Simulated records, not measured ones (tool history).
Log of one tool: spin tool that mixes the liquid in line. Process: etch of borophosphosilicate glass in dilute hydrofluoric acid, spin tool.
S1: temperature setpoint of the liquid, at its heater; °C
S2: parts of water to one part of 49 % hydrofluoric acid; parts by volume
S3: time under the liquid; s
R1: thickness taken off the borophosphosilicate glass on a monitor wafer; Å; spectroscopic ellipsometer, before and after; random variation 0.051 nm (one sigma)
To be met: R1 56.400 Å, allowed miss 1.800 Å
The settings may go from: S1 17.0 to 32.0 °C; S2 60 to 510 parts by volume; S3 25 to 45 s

run	hour	S1	S2	S3	R1
1	0.0	24.0	285	45	31.722
2	8.8	24.0	285	25	17.889
3	17.5	24.5	265	25	19.666
4	20.3	23.5	245	25	21.287
5	23.2	24.5	225	25	24.627
6	25.1	24.5	275	25	19.245
7	31.0	24.0	255	25	20.655
8	39.6	24.5	235	25	23.490
9	48.6	25.0	215	25	26.663
10	55.0	25.5	205	25	28.859
11	61.5	26.0	195	25	31.015
12	68.4	30.0	90	25	89.912
13	71.2	29.5	90	25	86.395
14	75.9	29.0	90	25	86.237
# hour 78.3: hydrofluoric acid flow meter replaced
15	78.3	28.5	90	25	98.095

Which of these 5 next moves meets every target?
A	80.7	27.0	120	25	?
B	80.7	29.5	185	25	?
C	80.7	31.0	115	45	?
D	80.7	29.5	150	25	?
E	80.7	23.0	120	35	?

move	R1
A	67.200
B	44.014
C	147.510
D	56.743
E	80.596
A: nearer than the last run, and not there yet
B: takes the result that was furthest off past its target
C: further off than the last run
D: meets every target
E: nearer than the last run, and not there yet
Move D is the one to make.
